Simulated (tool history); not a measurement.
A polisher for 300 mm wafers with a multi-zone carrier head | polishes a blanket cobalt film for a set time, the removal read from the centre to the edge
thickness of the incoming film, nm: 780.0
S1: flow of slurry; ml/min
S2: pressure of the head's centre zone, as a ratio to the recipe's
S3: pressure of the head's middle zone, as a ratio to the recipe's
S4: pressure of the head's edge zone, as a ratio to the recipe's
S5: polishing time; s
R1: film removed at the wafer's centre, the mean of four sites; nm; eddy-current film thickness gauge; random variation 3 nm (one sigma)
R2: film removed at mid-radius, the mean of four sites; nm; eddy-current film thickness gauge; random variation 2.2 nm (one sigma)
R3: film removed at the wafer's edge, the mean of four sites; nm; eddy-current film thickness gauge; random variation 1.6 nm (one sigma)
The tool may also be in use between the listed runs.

| run | day | S1 | S2 | S3 | S4 | S5 | R1 | R2 | R3 |
|---|---|---|---|---|---|---|---|---|---|
| 1 | 0.000 | 120 | 1.00 | 1.00 | 1.00 | 41 | 264.85 | 257.22 | 262.45 |
| 2 | 0.333 | 145 | 1.00 | 1.00 | 1.00 | 41 | 272.24 | 266.58 | 270.73 |
| 3 | 0.412 | 130 | 0.97 | 0.98 | 0.98 | 41 | 261.16 | 258.64 | 263.62 |
| 4 | 0.633 | 130 | 0.93 | 0.98 | 0.98 | 41 | 246.60 | 257.99 | 264.58 |
| 5 | 0.962 | 110 | 0.93 | 0.98 | 0.98 | 41 | 239.51 | 251.47 | 258.51 |
| 6 | 1.196 | 110 | 0.93 | 0.98 | 1.03 | 41 | 235.12 | 251.00 | 264.89 |
| 7 | 1.408 | 100 | 0.93 | 0.97 | 1.00 | 41 | 236.62 | 244.53 | 258.13 |
| 8 | 1.750 | 95 | 0.92 | 0.97 | 0.98 | 41 | 230.16 | 243.21 | 255.23 |
| 9 | 2.075 | 90 | 0.92 | 0.97 | 0.96 | 41 | 224.82 | 245.12 | 249.61 |

Run 10 comes next. What will it give?
| 10 | 2.379 | 85 | 0.93 | 0.96 | 0.95 | 41 | ? | ? | ? |

{"run 10": {"R1": 226.03, "R2": 233.64, "R3": 246.86}}
